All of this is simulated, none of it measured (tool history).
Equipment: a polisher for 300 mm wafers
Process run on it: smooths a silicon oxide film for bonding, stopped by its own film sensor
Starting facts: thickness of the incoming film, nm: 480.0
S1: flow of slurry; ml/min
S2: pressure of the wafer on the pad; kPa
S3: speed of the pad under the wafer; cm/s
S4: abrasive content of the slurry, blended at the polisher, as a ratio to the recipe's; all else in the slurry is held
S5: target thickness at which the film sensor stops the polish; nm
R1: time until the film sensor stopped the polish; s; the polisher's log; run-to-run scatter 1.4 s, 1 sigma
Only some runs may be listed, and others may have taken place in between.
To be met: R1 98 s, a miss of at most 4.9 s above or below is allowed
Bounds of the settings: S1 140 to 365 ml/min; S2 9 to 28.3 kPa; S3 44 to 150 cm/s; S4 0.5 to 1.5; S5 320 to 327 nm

run 1 day=0 | S1=235 S2=18.6 S3=96 S4=1 S5=327 | R1=143.42
run 2 day=0.183 | S1=235 S2=21.4 S3=96 S4=1 S5=327 | R1=125.4
run 3 day=0.329 | S1=235 S2=21.4 S3=96 S4=0.9 S5=327 | R1=128.01
run 4 day=0.65 | S1=200 S2=21.4 S3=96 S4=0.9 S5=327 | R1=132.67
run 5 day=0.971 | S1=200 S2=22.8 S3=96 S4=0.9 S5=327 | R1=126.46
run 6 day=1.254 | S1=200 S2=22.8 S3=96 S4=0.9 S5=320 | R1=131.45
run 7 day=1.446 | S1=205 S2=24.1 S3=96 S4=0.9 S5=320 | R1=122.47
run 8 day=1.754 | S1=210 S2=24.8 S3=96 S4=0.9 S5=320 | R1=121.44
run 9 day=2.012 | S1=210 S2=25.5 S3=98 S4=0.9 S5=320 | R1=117.51

Exactly one of the 4 candidate moves below puts every result within its allowed miss. Which one?
run A day=2.271 | S1=145 S2=26.2 S3=118 S4=1 S5=323 | R1=?
run B day=2.271 | S1=225 S2=24.8 S3=86 S4=0.8 S5=320 | R1=?
run C day=2.271 | S1=200 S2=27.6 S3=84 S4=0.85 S5=320 | R1=?
run D day=2.271 | S1=235 S2=28.3 S3=110 S4=0.85 S5=327 | R1=?

move=A R1=94.843
move=B R1=131.13
move=C R1=120.07
move=D R1=88.348
A: all results in spec
B: the biggest miss grows against the last run
C: the biggest miss grows against the last run
D: takes the biggest miss from the last run beyond its target
So the answer is move A, the one that meets all the targets.

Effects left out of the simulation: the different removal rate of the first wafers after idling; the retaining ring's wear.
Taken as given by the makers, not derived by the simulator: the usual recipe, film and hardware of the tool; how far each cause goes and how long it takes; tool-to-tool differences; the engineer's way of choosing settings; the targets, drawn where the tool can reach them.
